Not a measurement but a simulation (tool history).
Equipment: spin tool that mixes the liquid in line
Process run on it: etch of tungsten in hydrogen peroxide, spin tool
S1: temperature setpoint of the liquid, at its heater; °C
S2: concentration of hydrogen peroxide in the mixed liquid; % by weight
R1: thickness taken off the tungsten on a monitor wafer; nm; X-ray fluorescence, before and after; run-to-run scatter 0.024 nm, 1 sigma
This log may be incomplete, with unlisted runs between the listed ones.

run 1 hour=0 | S1=44 S2=20 time_under_the_liquid_(s)=15 | R1=10.38
run 2 hour=5 | S1=44 S2=20 time_under_the_liquid_(s)=15 | R1=10.424
run 3 hour=13.1 | S1=44 S2=21.5 time_under_the_liquid_(s)=15 | R1=10.779
run 4 hour=16.9 | S1=48.5 S2=21.5 time_under_the_liquid_(s)=15 | R1=14.273
run 5 hour=17.9 | S1=48.5 S2=21.5 time_under_the_liquid_(s)=15 | R1=14.337
run 6 hour=26.2 | S1=54 S2=21.5 time_under_the_liquid_(s)=15 | R1=19.757

The next listed run, before its measurement:
run 7 hour=28.8 | S1=46 S2=16.5 time_under_the_liquid_(s)=15 | R1=?

R1: 10.618 nm
